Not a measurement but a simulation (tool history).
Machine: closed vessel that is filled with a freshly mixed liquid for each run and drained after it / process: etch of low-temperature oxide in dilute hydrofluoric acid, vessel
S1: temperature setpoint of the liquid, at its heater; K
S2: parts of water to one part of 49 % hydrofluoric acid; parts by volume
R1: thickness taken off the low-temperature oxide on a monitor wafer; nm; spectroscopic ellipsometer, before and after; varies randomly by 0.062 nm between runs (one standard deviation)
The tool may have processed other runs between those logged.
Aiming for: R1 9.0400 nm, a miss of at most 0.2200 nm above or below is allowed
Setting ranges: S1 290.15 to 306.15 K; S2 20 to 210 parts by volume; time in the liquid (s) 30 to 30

run 1 hour=0.0 | S1=298.15 S2=115 time_in_the_liquid_(s)=30 | R1=5.8782
run 2 hour=9.1 | S1=298.15 S2=135 time_in_the_liquid_(s)=30 | R1=4.8141
run 3 hour=13.9 | S1=298.15 S2=135 time_in_the_liquid_(s)=30 | R1=4.8126
run 4 hour=23.0 | S1=298.15 S2=105 time_in_the_liquid_(s)=30 | R1=6.4772
run 5 hour=24.3 | S1=298.15 S2=145 time_in_the_liquid_(s)=30 | R1=4.5060
run 6 hour=29.6 | S1=298.15 S2=115 time_in_the_liquid_(s)=30 | R1=5.8165
run 7 hour=38.1 | S1=299.65 S2=110 time_in_the_liquid_(s)=30 | R1=6.5136
run 8 hour=46.2 | S1=301.15 S2=110 time_in_the_liquid_(s)=30 | R1=6.9288
run 9 hour=52.3 | S1=302.15 S2=110 time_in_the_liquid_(s)=30 | R1=7.1297

Which single option among these 5 for the next run brings every result within its allowed miss of target? Just one does.
run A hour=58.4 | S1=306.15 S2=110 time_in_the_liquid_(s)=30 | R1=?
run B hour=58.4 | S1=302.15 S2=95 time_in_the_liquid_(s)=30 | R1=?
run C hour=58.4 | S1=299.65 S2=85 time_in_the_liquid_(s)=30 | R1=?
run D hour=58.4 | S1=303.65 S2=85 time_in_the_liquid_(s)=30 | R1=?
run E hour=58.4 | S1=302.15 S2=90 time_in_the_liquid_(s)=30 | R1=?

move=A R1=8.2379
move=B R1=8.4041
move=C R1=8.6459
move=D R1=10.0850
move=E R1=8.9332
A: closer than the last run, but not yet in spec
B: closer than the last run, but not yet in spec
C: closer than the last run, but not yet in spec
D: the result that was furthest off in the last run now lies on the other side of its target
E: in spec on every target
Move E is the one to make.
